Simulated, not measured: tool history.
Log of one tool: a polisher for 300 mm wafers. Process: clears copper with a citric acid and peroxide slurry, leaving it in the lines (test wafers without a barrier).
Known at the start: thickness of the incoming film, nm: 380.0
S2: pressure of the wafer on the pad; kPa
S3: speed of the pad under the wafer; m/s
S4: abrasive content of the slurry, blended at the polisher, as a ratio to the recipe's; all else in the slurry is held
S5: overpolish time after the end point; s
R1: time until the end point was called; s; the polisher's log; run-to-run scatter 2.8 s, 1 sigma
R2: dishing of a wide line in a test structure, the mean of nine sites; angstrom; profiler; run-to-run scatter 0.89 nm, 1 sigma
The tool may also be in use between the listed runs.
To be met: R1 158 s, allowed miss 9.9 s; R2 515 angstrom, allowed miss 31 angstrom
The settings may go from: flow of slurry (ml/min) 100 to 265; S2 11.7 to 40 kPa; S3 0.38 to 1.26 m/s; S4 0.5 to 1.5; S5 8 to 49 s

run 1 hour=0 | flow_of_slurry_(ml/min)=170 S2=25.5 S3=0.82 S4=1 S5=25 | R1=179.56 R2=389.04
run 2 hour=6.5 | flow_of_slurry_(ml/min)=170 S2=25.5 S3=0.68 S4=1 S5=25 | R1=209.06 R2=337.18
run 3 hour=15.5 | flow_of_slurry_(ml/min)=170 S2=25.5 S3=0.68 S4=0.9 S5=25 | R1=214.55 R2=329.72
run 4 hour=23.6 | flow_of_slurry_(ml/min)=170 S2=28.3 S3=0.68 S4=0.9 S5=25 | R1=204.07 R2=354.56
run 5 hour=25.8 | flow_of_slurry_(ml/min)=170 S2=29.6 S3=0.68 S4=0.9 S5=25 | R1=199.72 R2=359.94
run 6 hour=28.3 | flow_of_slurry_(ml/min)=170 S2=29.6 S3=0.58 S4=0.9 S5=25 | R1=222.17 R2=321.27
run 7 hour=33.4 | flow_of_slurry_(ml/min)=170 S2=31 S3=0.6 S4=0.9 S5=26 | R1=212.44 R2=340.8
run 8 hour=34.7 | flow_of_slurry_(ml/min)=170 S2=32.4 S3=0.62 S4=0.9 S5=27 | R1=195.24 R2=394.93

Of the 5 settings listed for the next run, only one would bring every result within its allowed miss of target. Which one?
run A hour=36 | flow_of_slurry_(ml/min)=180 S2=35.2 S3=0.9 S4=1 S5=32 | R1=? R2=?
run B hour=36 | flow_of_slurry_(ml/min)=205 S2=37.2 S3=0.8 S4=1.05 S5=33 | R1=? R2=?
run C hour=36 | flow_of_slurry_(ml/min)=165 S2=35.2 S3=0.88 S4=1.05 S5=27 | R1=? R2=?
run D hour=36 | flow_of_slurry_(ml/min)=230 S2=37.2 S3=0.66 S4=1.1 S5=30 | R1=? R2=?
run E hour=36 | flow_of_slurry_(ml/min)=155 S2=34.5 S3=0.82 S4=0.8 S5=38 | R1=? R2=?

move=A R1=137.3 R2=575.76
move=B R1=140.78 R2=579.95
move=C R1=140.2 R2=496.92
move=D R1=159.31 R2=489.54
move=E R1=162.47 R2=576.92
A: the result that was furthest off in the last run now lies on the other side of its target
B: the result that was furthest off in the last run now lies on the other side of its target
C: meets the target for the result that was furthest off, but another lies outside its allowed miss
D: meets every target
E: the result that was furthest off in the last run now lies on the other side of its target
The right move is D.
